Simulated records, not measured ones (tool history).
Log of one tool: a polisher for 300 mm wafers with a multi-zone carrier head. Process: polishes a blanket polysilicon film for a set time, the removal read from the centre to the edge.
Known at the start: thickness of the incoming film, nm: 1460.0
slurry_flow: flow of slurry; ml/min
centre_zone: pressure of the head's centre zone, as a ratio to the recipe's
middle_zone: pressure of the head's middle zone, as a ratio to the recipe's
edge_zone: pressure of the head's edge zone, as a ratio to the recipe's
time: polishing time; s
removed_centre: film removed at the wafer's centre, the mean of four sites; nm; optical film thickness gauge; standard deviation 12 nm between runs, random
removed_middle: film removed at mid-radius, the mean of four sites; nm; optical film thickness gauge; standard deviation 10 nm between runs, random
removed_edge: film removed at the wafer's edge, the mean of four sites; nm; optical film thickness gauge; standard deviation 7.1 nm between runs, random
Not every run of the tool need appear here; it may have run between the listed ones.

run    day  slurry_flow  centre_zone  middle_zone  edge_zone  time  removed_centre  removed_middle  removed_edge
  1  0.000          270         1.00         1.00       1.00    79          586.27          578.26        593.87
  2  0.092          270         1.00         1.05       1.00    79          584.94          606.78        599.73
  3  0.342          270         0.93         1.05       1.00    79          541.59          600.38        588.04
  4  0.558          280         0.97         1.06       0.99    81          598.02          625.31        605.23
  5  0.900          290         1.00         1.07       1.00    83          622.70          664.23        621.11
  6  1.158          295         1.02         1.06       1.00    85          659.58          675.16        646.75
  7  1.483          300         1.04         1.06       1.00    86          666.77          685.96        640.02

The next listed run, before its measurement:
  8  1.617          300         1.06         1.05       1.00    88               ?               ?             ?

removed_centre: 695.45 nm
removed_middle: 686.26 nm
removed_edge: 660.62 nm
